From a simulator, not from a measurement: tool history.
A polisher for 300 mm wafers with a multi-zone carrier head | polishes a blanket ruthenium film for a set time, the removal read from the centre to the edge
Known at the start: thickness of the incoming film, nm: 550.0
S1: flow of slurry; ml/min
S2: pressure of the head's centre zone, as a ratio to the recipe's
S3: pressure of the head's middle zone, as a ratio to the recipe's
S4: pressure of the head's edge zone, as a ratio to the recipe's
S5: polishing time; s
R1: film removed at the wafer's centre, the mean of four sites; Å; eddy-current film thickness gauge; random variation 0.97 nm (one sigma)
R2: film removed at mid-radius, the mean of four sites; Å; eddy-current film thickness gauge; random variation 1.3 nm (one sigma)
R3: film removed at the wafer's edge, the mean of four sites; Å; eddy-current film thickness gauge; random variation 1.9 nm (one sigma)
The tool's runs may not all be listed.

| run | hour | S1 | S2 | S3 | S4 | S5 | R1 | R2 | R3 |
|---|---|---|---|---|---|---|---|---|---|
| 1 | 0 | 180 | 1 | 1 | 1 | 79 | 1044.3 | 1025.4 | 1075 |
| 2 | 2.7 | 195 | 1.03 | 1.03 | 1.03 | 80 | 1098.3 | 1077.3 | 1087.6 |
| 3 | 9.7 | 150 | 1.03 | 1.03 | 1.03 | 80 | 1057.4 | 1040 | 1049 |
| 4 | 15.8 | 170 | 1.05 | 1.04 | 1.05 | 82 | 1120.4 | 1100.7 | 1115.4 |
| 5 | 24.2 | 185 | 1.08 | 1.05 | 1.07 | 83 | 1184.1 | 1136.8 | 1154.2 |
| 6 | 29.7 | 185 | 1 | 1.05 | 1.07 | 83 | 1115.8 | 1129.8 | 1162.6 |
| 7 | 37.9 | 200 | 1.03 | 1.06 | 1.08 | 84 | 1153.9 | 1166.6 | 1194.4 |

The next listed run, before its measurement:
| 8 | 46.8 | 210 | 1.06 | 1.07 | 1.09 | 85 | ? | ? | ? |

{"run 8": {"R1": 1219.8, "R2": 1163.5, "R3": 1204.4}}
